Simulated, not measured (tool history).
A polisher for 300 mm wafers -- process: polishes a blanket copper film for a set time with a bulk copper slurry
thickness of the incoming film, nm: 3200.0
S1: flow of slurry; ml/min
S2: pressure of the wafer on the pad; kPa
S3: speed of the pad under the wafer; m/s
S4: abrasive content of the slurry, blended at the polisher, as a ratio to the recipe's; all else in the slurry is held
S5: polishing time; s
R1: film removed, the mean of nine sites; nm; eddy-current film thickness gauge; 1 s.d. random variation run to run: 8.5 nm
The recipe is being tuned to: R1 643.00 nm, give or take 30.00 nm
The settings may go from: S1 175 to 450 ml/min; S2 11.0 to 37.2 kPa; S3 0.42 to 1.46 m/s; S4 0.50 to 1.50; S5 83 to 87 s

Run 1, hour 0.0: S1 290 ml/min, S2 24.1 kPa, S3 0.94 m/s, S4 1.00, S5 83 s. Result: R1 907.47 nm.
Run 2, hour 5.1: S1 290 ml/min, S2 23.4 kPa, S3 0.94 m/s, S4 1.00, S5 83 s. Result: R1 885.07 nm.
Run 3, hour 10.2: S1 290 ml/min, S2 23.4 kPa, S3 1.02 m/s, S4 1.00, S5 83 s. Result: R1 959.54 nm.
Run 4, hour 17.7: S1 290 ml/min, S2 22.1 kPa, S3 1.02 m/s, S4 1.00, S5 83 s. Result: R1 920.52 nm.
At hour 18.5: worn pad replaced by a new one.
Run 5, hour 18.5: S1 290 ml/min, S2 22.1 kPa, S3 1.02 m/s, S4 0.85, S5 83 s. Result: R1 954.48 nm.
Run 6, hour 20.6: S1 290 ml/min, S2 20.7 kPa, S3 1.02 m/s, S4 0.85, S5 83 s. Result: R1 865.45 nm.
Run 7, hour 23.3: S1 290 ml/min, S2 20.0 kPa, S3 1.02 m/s, S4 0.85, S5 83 s. Result: R1 878.27 nm.
Run 8, hour 29.2: S1 290 ml/min, S2 19.3 kPa, S3 1.02 m/s, S4 0.85, S5 83 s. Result: R1 813.60 nm.
Run 9, hour 34.1: S1 290 ml/min, S2 18.6 kPa, S3 1.02 m/s, S4 0.85, S5 83 s. Result: R1 799.89 nm.
Run 10, hour 34.9: S1 290 ml/min, S2 17.9 kPa, S3 1.02 m/s, S4 0.85, S5 83 s. Result: R1 772.79 nm.
Run 11, hour 36.5: S1 290 ml/min, S2 17.9 kPa, S3 1.02 m/s, S4 0.85, S5 83 s. Result: R1 781.62 nm.
Run 12, hour 41.4: S1 290 ml/min, S2 17.2 kPa, S3 1.02 m/s, S4 0.85, S5 83 s. Result: R1 759.00 nm.
Run 13, hour 48.2: S1 290 ml/min, S2 13.1 kPa, S3 1.00 m/s, S4 0.85, S5 83 s. Result: R1 573.11 nm.

Which one of the following 4 next-run settings gets every result inside its allowed miss? There is exactly one.
Run A, hour 55.0: S1 290 ml/min, S2 11.7 kPa, S3 0.92 m/s, S4 0.85, S5 84 s. Result: R1 ?.
Run B, hour 55.0: S1 310 ml/min, S2 13.8 kPa, S3 1.00 m/s, S4 0.90, S5 87 s. Result: R1 ?.
Run C, hour 55.0: S1 320 ml/min, S2 12.4 kPa, S3 0.92 m/s, S4 0.95, S5 87 s. Result: R1 ?.
Run D, hour 55.0: S1 290 ml/min, S2 11.7 kPa, S3 0.92 m/s, S4 1.00, S5 83 s. Result: R1 ?.

move      R1
   A  476.07
   B  632.58
   C  537.53
   D  487.72
A: lands further from the targets than the last run did
B: meets every target
C: lands further from the targets than the last run did
D: lands further from the targets than the last run did
Correct choice: B, which meets every target

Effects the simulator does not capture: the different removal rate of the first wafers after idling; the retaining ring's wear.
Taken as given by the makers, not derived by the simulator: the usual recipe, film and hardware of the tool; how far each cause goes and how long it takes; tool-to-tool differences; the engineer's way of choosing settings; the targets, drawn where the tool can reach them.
